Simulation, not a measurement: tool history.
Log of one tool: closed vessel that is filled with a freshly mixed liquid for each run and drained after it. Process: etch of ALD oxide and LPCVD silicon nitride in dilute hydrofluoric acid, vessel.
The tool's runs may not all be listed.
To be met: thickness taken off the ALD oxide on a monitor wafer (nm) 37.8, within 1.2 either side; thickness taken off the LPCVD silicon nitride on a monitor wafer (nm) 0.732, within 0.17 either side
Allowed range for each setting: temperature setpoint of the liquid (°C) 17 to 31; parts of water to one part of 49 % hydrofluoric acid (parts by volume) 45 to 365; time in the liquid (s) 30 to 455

run	hour	temperature setpoint of the liquid (°C)	parts of water to one part of 49 % hydrofluoric acid (parts by volume)	time in the liquid (s)	thickness taken off the ALD oxide on a monitor wafer (nm)	thickness taken off the LPCVD silicon nitride on a monitor wafer (nm)
1	0	23	205	230	29.495	0.59718
2	9.1	20.5	205	230	26.427	0.486
3	15.4	22	200	230	28.629	0.64078
4	22.5	22	240	230	23.148	0.47196
5	30.6	23	225	230	26.105	0.50184
6	39.7	24.5	220	230	28.145	0.61432
7	41.8	25	210	230	29.763	0.63619
8	49.8	25.5	205	230	31.977	0.70466
9	56.2	26	200	230	33.412	0.70868
10	58.2	28.5	185	225	39.489	0.80009

Of the 5 settings listed for the next run, only one would bring every result within its allowed miss of target. Which one?
A	60.2	28.5	165	170	?	?
B	60.2	30.5	140	155	?	?
C	60.2	25	200	245	?	?
D	60.2	26	105	120	?	?
E	60.2	28	140	145	?	?

move	thickness taken off the ALD oxide on a monitor wafer (nm)	thickness taken off the LPCVD silicon nitride on a monitor wafer (nm)
A	34.025	0.67376
B	40.587	0.8203
C	34.199	0.64421
D	37.067	0.63847
E	34.655	0.65736
A: moves the result that the last run missed by most past its target, out the other side
B: its largest miss is bigger than the last run's
C: moves the result that the last run missed by most past its target, out the other side
D: in spec on every target
E: moves the result that the last run missed by most past its target, out the other side
The right move is D.
